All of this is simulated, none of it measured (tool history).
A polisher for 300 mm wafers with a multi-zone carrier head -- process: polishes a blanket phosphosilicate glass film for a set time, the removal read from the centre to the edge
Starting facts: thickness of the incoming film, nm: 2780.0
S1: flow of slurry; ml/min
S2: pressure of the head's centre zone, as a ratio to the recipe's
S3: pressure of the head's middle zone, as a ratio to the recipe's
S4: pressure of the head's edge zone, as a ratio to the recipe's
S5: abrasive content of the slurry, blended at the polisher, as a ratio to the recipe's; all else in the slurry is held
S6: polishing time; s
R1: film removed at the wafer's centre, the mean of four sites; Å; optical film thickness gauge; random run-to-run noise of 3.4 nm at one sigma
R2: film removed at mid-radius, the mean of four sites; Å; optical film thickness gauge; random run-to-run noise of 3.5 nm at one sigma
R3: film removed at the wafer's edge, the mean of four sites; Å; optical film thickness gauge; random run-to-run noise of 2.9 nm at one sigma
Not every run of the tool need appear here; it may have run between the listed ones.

run	hour	S1	S2	S3	S4	S5	S6	R1	R2	R3
1	0.0	295	1.00	1.00	1.00	1.00	60	4228.7	4218.6	4083.8
2	8.1	295	1.00	0.97	1.00	1.00	60	4261.5	4084.8	4107.9
3	13.1	340	1.00	0.97	1.00	1.00	60	4395.0	4092.3	4118.0
4	21.9	330	0.97	0.97	0.99	0.95	60	4113.3	3997.5	4044.3
5	27.0	330	0.97	0.97	0.99	1.15	60	4503.9	4368.3	4420.5
6	31.4	330	0.97	0.92	0.99	1.15	60	4465.5	4272.9	4416.2
7	37.1	320	0.95	0.92	0.98	1.10	60	4313.4	4062.4	4278.0
8	43.7	320	0.95	0.92	0.98	1.10	60	4228.0	4049.2	4225.4

Estimate the outcome of run 9 from the log above:
9	50.0	305	0.93	0.93	0.97	1.05	60	?	?	?

Run 9 yielded R1 3950.9 Å, R2 4040.4 Å, R3 4164.1 Å.

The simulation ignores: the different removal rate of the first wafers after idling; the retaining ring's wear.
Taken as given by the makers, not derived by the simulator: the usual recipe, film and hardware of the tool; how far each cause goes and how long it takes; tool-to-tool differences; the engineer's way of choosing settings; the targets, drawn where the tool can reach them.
